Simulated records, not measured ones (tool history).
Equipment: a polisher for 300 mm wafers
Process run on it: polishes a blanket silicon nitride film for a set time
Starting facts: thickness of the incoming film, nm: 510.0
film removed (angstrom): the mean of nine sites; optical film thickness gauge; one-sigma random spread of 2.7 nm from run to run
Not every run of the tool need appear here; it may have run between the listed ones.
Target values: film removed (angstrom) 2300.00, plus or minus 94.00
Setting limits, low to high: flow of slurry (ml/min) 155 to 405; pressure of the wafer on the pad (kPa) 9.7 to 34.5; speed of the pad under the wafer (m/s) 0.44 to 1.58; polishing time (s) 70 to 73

| run | hour | flow of slurry (ml/min) | pressure of the wafer on the pad (kPa) | speed of the pad under the wafer (m/s) | polishing time (s) | film removed (angstrom) |
|---|---|---|---|---|---|---|
| 1 | 0.0 | 260 | 22.1 | 1.00 | 70 | 1316.20 |
| 2 | 2.5 | 260 | 19.3 | 1.00 | 70 | 1161.40 |
| 3 | 3.6 | 260 | 15.2 | 1.00 | 70 | 914.38 |
| 4 | 11.2 | 260 | 17.9 | 1.00 | 70 | 1075.70 |
| 5 | 15.6 | 260 | 20.0 | 1.00 | 70 | 1206.40 |
| 6 | 18.1 | 260 | 22.1 | 1.00 | 70 | 1313.00 |
| 7 | 23.9 | 260 | 23.4 | 1.00 | 70 | 1376.90 |
| 8 | 30.8 | 260 | 24.8 | 1.00 | 70 | 1469.60 |
| 9 | 32.9 | 260 | 26.2 | 1.00 | 70 | 1556.80 |
| 10 | 34.1 | 260 | 32.4 | 1.04 | 70 | 1953.30 |
| 11 | 36.7 | 260 | 32.4 | 1.06 | 70 | 2003.80 |
| 12 | 37.4 | 260 | 32.4 | 1.08 | 70 | 2039.10 |
| 13 | 41.9 | 260 | 33.8 | 1.12 | 70 | 2156.30 |

Exactly one of the 5 candidate moves below puts every result within its allowed miss. Which one?
| A | 46.4 | 305 | 31.7 | 1.06 | 73 | ? |
| B | 46.4 | 260 | 33.1 | 1.06 | 70 | ? |
| C | 46.4 | 310 | 33.1 | 1.34 | 70 | ? |
| D | 46.4 | 275 | 34.5 | 1.08 | 73 | ? |
| E | 46.4 | 280 | 33.1 | 1.04 | 71 | ? |

| move | film removed (angstrom) |
|---|---|
| A | 2055.00 |
| B | 2022.10 |
| C | 2481.80 |
| D | 2241.00 |
| E | 2035.50 |
A: further off than the last run
B: further off than the last run
C: pushes the last run's worst result past its target
D: hits every target within its allowed miss
E: further off than the last run
The move that meets every target is D.

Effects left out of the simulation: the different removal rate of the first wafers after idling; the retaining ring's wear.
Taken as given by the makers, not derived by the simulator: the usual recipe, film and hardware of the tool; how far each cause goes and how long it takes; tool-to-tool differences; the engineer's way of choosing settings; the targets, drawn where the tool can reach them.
